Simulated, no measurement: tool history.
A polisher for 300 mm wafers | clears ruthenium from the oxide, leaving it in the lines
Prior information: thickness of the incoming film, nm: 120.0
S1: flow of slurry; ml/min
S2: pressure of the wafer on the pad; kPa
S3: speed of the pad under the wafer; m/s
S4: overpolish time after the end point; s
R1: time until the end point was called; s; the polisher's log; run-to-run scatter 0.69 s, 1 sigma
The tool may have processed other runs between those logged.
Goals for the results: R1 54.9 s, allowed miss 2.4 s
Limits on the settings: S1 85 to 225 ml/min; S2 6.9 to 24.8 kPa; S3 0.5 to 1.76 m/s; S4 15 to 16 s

run  hour   S1    S2    S3  S4      R1
  1     0  145  15.9  1.12  15  80.005
  2   4.7  145  16.5  1.12  15  75.699
  3  12.8  145  17.2  1.12  15  74.706
  4    14  145  17.9  1.12  15  71.361
  5  21.5  145  18.6  1.12  15  69.524
  6  26.6  145  18.6  1.12  16  68.792
  7  33.5  145  19.3  1.12  16  66.576
  8  41.1  145    20  1.12  16  66.864
  9  48.3  145  20.7  1.12  16  64.833
 10  49.5  145  21.4  1.12  16  63.981
 11  57.9  145  22.1  1.12  16  60.863
 12  66.6  145  22.8  1.12  16  61.444

Below are 4 possible settings for the next run. Only one of them brings all results inside the allowed miss of their targets. Which is it?
  A  75.3  185  22.8   1.2  16   ?
  B  75.3  145  24.1  1.02  16   ?
  C  75.3  100  19.3   1.7  16   ?
  D  75.3  180  19.3  1.54  16   ?

move      R1
   A  54.038
   B  62.164
   C  51.013
   D  49.116
A: every result lands within tolerance
B: misses by more than the last run did
C: carries the result that was furthest off beyond its target, to the other side
D: carries the result that was furthest off beyond its target, to the other side
Correct choice: A, which meets every target
